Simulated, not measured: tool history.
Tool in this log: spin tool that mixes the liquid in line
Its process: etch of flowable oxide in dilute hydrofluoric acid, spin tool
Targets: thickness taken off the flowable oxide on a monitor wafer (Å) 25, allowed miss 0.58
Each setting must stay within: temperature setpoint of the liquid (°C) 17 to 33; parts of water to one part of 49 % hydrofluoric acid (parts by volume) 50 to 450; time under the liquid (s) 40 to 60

run,hour,temperature setpoint of the liquid (°C),parts of water to one part of 49 % hydrofluoric acid (parts by volume),time under the liquid (s),thickness taken off the flowable oxide on a monitor wafer (Å)
1,0,25,250,60,44.285
2,2.1,25,205,60,57.007
3,7.8,24,220,60,50.516
4,12.5,24,140,60,86.317
5,20.9,24,140,40,57.473
6,24.3,24,140,60,85.914
7,32.9,20,240,60,38.912
8,37.2,17,300,60,26.392
9,43.8,17,305,60,25.959

Which of these 4 next moves meets every target?
A,50.4,17,300,60,?
B,50.4,17,315,60,?
C,50.4,18.5,315,60,?
D,50.4,17,240,40,?

move,thickness taken off the flowable oxide on a monitor wafer (Å)
A,26.456
B,24.884
C,26.314
D,23.209
A: moves away from the targets compared with the last run
B: hits every target within its allowed miss
C: moves away from the targets compared with the last run
D: takes the result that was furthest off past its target
The right move is B.

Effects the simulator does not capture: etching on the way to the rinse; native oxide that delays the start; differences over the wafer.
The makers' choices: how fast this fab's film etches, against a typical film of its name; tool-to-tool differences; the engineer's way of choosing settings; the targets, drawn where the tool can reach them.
